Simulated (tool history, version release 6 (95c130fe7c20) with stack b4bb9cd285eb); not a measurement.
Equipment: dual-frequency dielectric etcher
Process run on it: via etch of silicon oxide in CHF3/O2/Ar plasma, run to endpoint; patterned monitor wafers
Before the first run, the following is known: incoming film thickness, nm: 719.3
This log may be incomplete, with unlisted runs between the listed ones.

run,day,source power (kW),bias power (kW),endpoint time (s)
1,0,0.73,0.194,296.04
2,0.258,0.64,0.194,306.8
3,0.479,0.55,0.194,319.45
4,0.767,0.53,0.19,325.62
5,0.792,0.53,0.169,340.69
6,1.129,0.53,0.203,318.53
7,1.417,0.52,0.198,319.04

Run 8 is up next; what results do you expect?
8,1.55,0.51,0.194,?

Run 8 gave endpoint time (s) 325.98.

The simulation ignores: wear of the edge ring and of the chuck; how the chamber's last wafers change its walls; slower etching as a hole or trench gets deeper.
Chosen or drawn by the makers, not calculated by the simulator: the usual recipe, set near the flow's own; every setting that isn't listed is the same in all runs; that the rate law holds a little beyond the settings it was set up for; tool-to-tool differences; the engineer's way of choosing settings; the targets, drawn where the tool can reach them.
